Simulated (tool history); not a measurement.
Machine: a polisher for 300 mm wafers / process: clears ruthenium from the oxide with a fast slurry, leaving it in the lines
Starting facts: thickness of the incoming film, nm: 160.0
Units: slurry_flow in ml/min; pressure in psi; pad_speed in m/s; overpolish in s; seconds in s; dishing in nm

| run | hour | slurry_flow | pressure | pad_speed | slurry_solids | overpolish | seconds | dishing |
|---|---|---|---|---|---|---|---|---|
| 1 | 0 | 265 | 2.7 | 1.06 | 1 | 20 | 38.516 | 64.461 |
| 2 | 5.7 | 265 | 2.7 | 1.06 | 1 | 27 | 39.519 | 83.463 |
| 3 | 13.3 | 265 | 2.7 | 1.2 | 1 | 27 | 35.509 | 91.013 |
| 4 | 20.5 | 225 | 2.7 | 1.2 | 1 | 27 | 35.168 | 89.9 |
| 5 | 23.9 | 225 | 2.7 | 1.2 | 1 | 19 | 35.675 | 67.899 |
| 6 | 24.6 | 225 | 2.7 | 0.98 | 1 | 19 | 42.035 | 57.959 |

Run 7 has not been measured yet. What should we expect?
| 7 | 27.8 | 225 | 2.7 | 0.98 | 1 | 19 | ? | ? |

Run 7 came out at seconds 42.568 s, dishing 57.606 nm.
